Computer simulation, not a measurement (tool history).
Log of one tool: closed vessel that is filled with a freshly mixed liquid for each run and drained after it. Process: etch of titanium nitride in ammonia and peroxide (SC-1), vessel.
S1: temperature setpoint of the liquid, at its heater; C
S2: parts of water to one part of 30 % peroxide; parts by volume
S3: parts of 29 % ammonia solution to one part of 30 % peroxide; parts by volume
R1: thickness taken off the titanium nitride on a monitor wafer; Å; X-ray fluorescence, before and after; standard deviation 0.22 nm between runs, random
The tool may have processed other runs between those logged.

{"run": 1, "day": 0.0, "S1": 58, "S2": 11.5, "S3": 0.75, "time in the liquid (s)": 145, "R1": 214.73}
{"run": 2, "day": 0.188, "S1": 61.5, "S2": 11.5, "S3": 0.75, "time in the liquid (s)": 145, "R1": 273.64}
{"run": 3, "day": 0.233, "S1": 61.5, "S2": 11.5, "S3": 0.75, "time in the liquid (s)": 155, "R1": 287.66}
{"run": 4, "day": 0.371, "S1": 62, "S2": 11.5, "S3": 0.75, "time in the liquid (s)": 155, "R1": 297.69}
{"run": 5, "day": 0.567, "S1": 57, "S2": 11.5, "S3": 0.75, "time in the liquid (s)": 155, "R1": 213.47}
{"run": 6, "day": 0.921, "S1": 62.5, "S2": 11.5, "S3": 0.75, "time in the liquid (s)": 155, "R1": 308.63}

Forecast run 7:
{"run": 7, "day": 1.188, "S1": 63, "S2": 11.5, "S3": 0.75, "time in the liquid (s)": 155, "R1": "?"}

R1: 317.22 Å
